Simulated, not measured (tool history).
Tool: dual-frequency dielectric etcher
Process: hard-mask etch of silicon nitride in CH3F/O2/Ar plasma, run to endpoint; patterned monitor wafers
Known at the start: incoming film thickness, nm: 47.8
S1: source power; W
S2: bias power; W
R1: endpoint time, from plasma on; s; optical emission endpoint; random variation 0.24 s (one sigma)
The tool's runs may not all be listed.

run,hour,S1,S2,R1
1,0,440,76,66.688
2,1.1,440,87,62.467
3,8.8,390,87,64.577
4,13.5,430,88,62.555
5,21,460,89,60.661
6,23.2,480,89,60.029
7,24.9,500,89,59.542
# hour 32.3: bias power generator calibrated
8,32.3,520,90,57.597
9,37.3,530,90,57.146
10,41.8,540,90,56.8
11,49.8,540,90,56.573
12,50.4,550,90,56.611

Forecast run 13:
13,53.4,560,90,?

Run 13 gave R1 56.479 s.

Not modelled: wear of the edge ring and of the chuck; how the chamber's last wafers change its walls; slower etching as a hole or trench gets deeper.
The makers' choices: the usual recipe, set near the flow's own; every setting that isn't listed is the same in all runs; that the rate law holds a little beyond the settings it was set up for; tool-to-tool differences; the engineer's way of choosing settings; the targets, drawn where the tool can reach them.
